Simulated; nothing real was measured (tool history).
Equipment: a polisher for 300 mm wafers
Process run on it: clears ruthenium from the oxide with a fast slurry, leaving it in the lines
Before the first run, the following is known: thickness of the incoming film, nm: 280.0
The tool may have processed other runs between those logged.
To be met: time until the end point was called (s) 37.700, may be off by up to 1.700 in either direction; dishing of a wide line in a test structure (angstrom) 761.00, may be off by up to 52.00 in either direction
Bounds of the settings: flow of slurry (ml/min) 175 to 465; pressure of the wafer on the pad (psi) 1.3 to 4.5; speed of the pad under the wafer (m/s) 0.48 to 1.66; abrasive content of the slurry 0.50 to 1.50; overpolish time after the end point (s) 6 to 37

run  hour  flow of slurry (ml/min)  pressure of the wafer on the pad (psi)  speed of the pad under the wafer (m/s)  abrasive content of the slurry  overpolish time after the end point (s)  time until the end point was called (s)  dishing of a wide line in a test structure (angstrom)
  1   0.0                      295                                     2.9                                    1.06                            1.00                                       19                                   62.586                                                 635.20
  2   2.5                      295                                     2.9                                    1.16                            1.00                                       19                                   57.139                                                 664.87
  3   3.6                      295                                     2.9                                    1.16                            1.00                                       15                                   57.342                                                 572.07
  4   9.8                      295                                     3.1                                    1.16                            1.00                                       15                                   53.010                                                 598.46
  5  11.6                      295                                     3.1                                    1.16                            1.10                                       15                                   52.089                                                 605.95
  6  13.9                      295                                     3.1                                    1.16                            1.10                                       12                                   51.700                                                 501.44
  7  15.3                      295                                     3.2                                    1.16                            1.10                                       12                                   50.730                                                 498.01
  8  17.6                      295                                     3.3                                    1.16                            1.10                                       13                                   47.907                                                 539.80
  9  25.1                      295                                     3.3                                    1.16                            1.10                                       13                                   49.181                                                 578.46
 10  28.4                      295                                     3.4                                    1.16                            1.10                                       13                                   47.872                                                 570.41
 11  33.5                      295                                     3.5                                    1.16                            1.10                                       13                                   45.466                                                 599.81
 12  37.0                      295                                     3.6                                    1.16                            1.10                                       13                                   44.554                                                 593.35
 13  39.2                      295                                     3.7                                    1.16                            1.10                                       13                                   43.286                                                 630.49

Below are 4 possible settings for the next run. Only one of them brings all results inside the allowed miss of their targets. Which is it?
  A  41.4                      315                                     3.9                                    1.14                            1.35                                       15                                        ?                                                      ?
  B  41.4                      350                                     3.6                                    1.18                            1.10                                       21                                        ?                                                      ?
  C  41.4                      360                                     3.9                                    1.26                            1.10                                       19                                        ?                                                      ?
  D  41.4                      225                                     3.1                                    1.40                            1.25                                       16                                        ?                                                      ?

move  time until the end point was called (s)  dishing of a wide line in a test structure (angstrom)
   A                                   38.625                                                 768.74
   B                                   43.583                                                 894.53
   C                                   37.724                                                 921.35
   D                                   42.381                                                 752.98
A: every result lands within tolerance
B: misses by more than the last run did
C: the worst result of the last run now meets its target, but another is out of spec
D: nearer than the last run, and not there yet
A meets every target.
